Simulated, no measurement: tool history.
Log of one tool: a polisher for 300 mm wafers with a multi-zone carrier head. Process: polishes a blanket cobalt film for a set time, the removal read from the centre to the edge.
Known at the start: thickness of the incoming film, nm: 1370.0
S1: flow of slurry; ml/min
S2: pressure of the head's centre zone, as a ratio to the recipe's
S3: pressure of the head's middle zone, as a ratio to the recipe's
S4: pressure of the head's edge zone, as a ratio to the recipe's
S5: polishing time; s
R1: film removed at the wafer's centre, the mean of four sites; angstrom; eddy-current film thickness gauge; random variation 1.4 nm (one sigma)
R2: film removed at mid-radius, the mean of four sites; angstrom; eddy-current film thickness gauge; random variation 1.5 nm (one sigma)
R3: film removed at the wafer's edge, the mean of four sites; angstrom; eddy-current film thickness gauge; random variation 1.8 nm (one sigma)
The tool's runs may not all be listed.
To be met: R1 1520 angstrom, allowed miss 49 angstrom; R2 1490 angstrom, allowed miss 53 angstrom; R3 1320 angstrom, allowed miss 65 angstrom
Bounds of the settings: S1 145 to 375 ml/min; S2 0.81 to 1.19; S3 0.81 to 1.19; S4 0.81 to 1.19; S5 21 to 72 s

Run 1, day 0: S1 240 ml/min, S2 1, S3 1, S4 1, S5 46 s. Result: R1 1231.2 angstrom, R2 1258.6 angstrom, R3 1268 angstrom.
Run 2, day 0.175: S1 250 ml/min, S2 1.03, S3 1.03, S4 1, S5 46 s. Result: R1 1268.8 angstrom, R2 1283.2 angstrom, R3 1269.9 angstrom.
Run 3, day 0.204: S1 250 ml/min, S2 1.03, S3 1.09, S4 1, S5 46 s. Result: R1 1262.1 angstrom, R2 1362.3 angstrom, R3 1279.9 angstrom.
Run 4, day 0.471: S1 250 ml/min, S2 1.03, S3 1.09, S4 1, S5 53 s. Result: R1 1440.3 angstrom, R2 1558.5 angstrom, R3 1500.5 angstrom.
Run 5, day 0.608: S1 255 ml/min, S2 1.05, S3 1.09, S4 0.97, S5 53 s. Result: R1 1483.5 angstrom, R2 1565.2 angstrom, R3 1438.7 angstrom.
Run 6, day 0.783: S1 255 ml/min, S2 1.05, S3 1.14, S4 0.97, S5 53 s. Result: R1 1521.8 angstrom, R2 1637.7 angstrom, R3 1446 angstrom.
Run 7, day 1.117: S1 255 ml/min, S2 1.05, S3 1.14, S4 0.97, S5 53 s. Result: R1 1480.7 angstrom, R2 1648.3 angstrom, R3 1453.1 angstrom.
Run 8, day 1.483: S1 250 ml/min, S2 1.06, S3 1.12, S4 0.96, S5 53 s. Result: R1 1499 angstrom, R2 1616.9 angstrom, R3 1454.6 angstrom.
Run 9, day 1.817: S1 255 ml/min, S2 1.07, S3 1.1, S4 0.94, S5 53 s. Result: R1 1534.2 angstrom, R2 1568 angstrom, R3 1429.6 angstrom.

Which of these 5 next moves meets every target?
Run A, day 2.15: S1 310 ml/min, S2 1, S3 1.13, S4 1.16, S5 54 s. Result: R1 ?, R2 ?, R3 ?.
Run B, day 2.15: S1 215 ml/min, S2 1.08, S3 1.04, S4 1.06, S5 53 s. Result: R1 ?, R2 ?, R3 ?.
Run C, day 2.15: S1 270 ml/min, S2 1.14, S3 1.13, S4 0.91, S5 49 s. Result: R1 ?, R2 ?, R3 ?.
Run D, day 2.15: S1 300 ml/min, S2 1.01, S3 1.1, S4 0.95, S5 54 s. Result: R1 ?, R2 ?, R3 ?.
Run E, day 2.15: S1 230 ml/min, S2 1, S3 0.87, S4 1.01, S5 58 s. Result: R1 ?, R2 ?, R3 ?.

move      R1      R2      R3
   A  1472.9  1681.5    1659
   B  1489.7  1474.2  1510.1
   C  1499.7  1502.6  1321.9
   D  1481.6  1637.9  1499.6
   E  1520.7  1401.4  1627.1
A: further off than the last run
B: further off than the last run
C: meets every target
D: further off than the last run
E: further off than the last run
Answer: C
